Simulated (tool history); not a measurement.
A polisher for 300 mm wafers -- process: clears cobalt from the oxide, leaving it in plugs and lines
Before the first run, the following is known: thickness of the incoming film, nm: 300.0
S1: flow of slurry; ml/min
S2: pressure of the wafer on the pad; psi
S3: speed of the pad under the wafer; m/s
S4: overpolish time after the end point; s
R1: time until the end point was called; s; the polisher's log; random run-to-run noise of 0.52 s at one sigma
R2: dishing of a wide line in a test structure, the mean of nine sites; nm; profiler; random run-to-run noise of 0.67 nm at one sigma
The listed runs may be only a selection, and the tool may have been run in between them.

run 1 hour=0.0 | S1=245 S2=1.8 S3=1.18 S4=17 | R1=52.334 R2=38.084
run 2 hour=2.4 | S1=245 S2=1.8 S3=1.18 S4=21 | R1=51.163 R2=39.006
run 3 hour=5.3 | S1=245 S2=2.0 S3=1.20 S4=18 | R1=45.511 R2=39.815
run 4 hour=7.7 | S1=245 S2=2.1 S3=1.22 S4=15 | R1=40.874 R2=37.450
run 5 hour=15.5 | S1=245 S2=1.8 S3=1.22 S4=15 | R1=48.554 R2=37.564
run 6 hour=17.3 | S1=245 S2=1.8 S3=1.22 S4=9 | R1=49.825 R2=29.731
run 7 hour=24.1 | S1=245 S2=1.9 S3=1.22 S4=10 | R1=47.310 R2=31.945
run 8 hour=31.4 | S1=245 S2=2.0 S3=1.22 S4=11 | R1=44.945 R2=34.038

Run 9 has not been measured yet. What should we expect?
run 9 hour=36.5 | S1=245 S2=2.0 S3=1.22 S4=11 | R1=? R2=?

{"run 9": {"R1": 44.606, "R2": 33.253}}
